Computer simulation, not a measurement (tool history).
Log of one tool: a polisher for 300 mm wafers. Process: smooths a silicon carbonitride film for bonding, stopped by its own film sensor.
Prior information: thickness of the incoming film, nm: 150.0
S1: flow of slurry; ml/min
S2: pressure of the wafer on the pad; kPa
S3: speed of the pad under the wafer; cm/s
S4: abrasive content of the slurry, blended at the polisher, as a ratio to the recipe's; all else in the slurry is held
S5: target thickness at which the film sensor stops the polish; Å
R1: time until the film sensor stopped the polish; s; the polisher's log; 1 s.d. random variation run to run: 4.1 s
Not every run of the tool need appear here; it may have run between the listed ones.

run	hour	S1	S2	S3	S4	S5	R1
1	0	160	13.8	72	1	1100	181.27
2	8.9	160	13.1	72	1	1100	182.95
3	12.7	160	13.1	72	1.1	1100	176.8
4	20.2	160	13.1	72	1.1	1080	192.48
5	25.5	160	14.5	72	1.1	1080	171.69
6	31.2	160	14.5	60	1.1	1080	197.96
7	40.2	160	13.8	60	1.1	1080	206.56

Forecast run 8:
8	43.6	160	13.1	60	1.1	1080	?

Logged for run 8: R1 212.76 s.
